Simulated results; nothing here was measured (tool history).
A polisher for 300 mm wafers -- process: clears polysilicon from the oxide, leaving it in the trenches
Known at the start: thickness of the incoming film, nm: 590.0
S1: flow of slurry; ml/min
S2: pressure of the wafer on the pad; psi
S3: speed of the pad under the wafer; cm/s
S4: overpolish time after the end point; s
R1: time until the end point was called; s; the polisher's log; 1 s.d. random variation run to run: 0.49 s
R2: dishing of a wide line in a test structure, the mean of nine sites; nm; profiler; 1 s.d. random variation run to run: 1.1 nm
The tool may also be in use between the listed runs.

run    day   S1   S2   S3  S4      R1      R2
  1      0  135  2.3  100  25  59.072  56.312
  2  0.333  135  2.4  100  22  55.591   60.08
  3  0.475  135  2.4  100  12  55.824  53.961
  4  0.638  135  2.4  102  11  55.704  50.258
  5  1.004  135  2.4  102   8  55.429  45.055
  6    1.1  135  2.5  102   9  52.695  49.057
  7  1.154  135  2.6  102   9  50.804  49.335
  8  1.479  135  2.7  102   9  49.397  49.717

Estimate the outcome of run 9 from the log above:
  9  1.588  135  2.8  102   9   ?   ?

Run 9 gave R1 47.366 s, R2 50.798 nm.
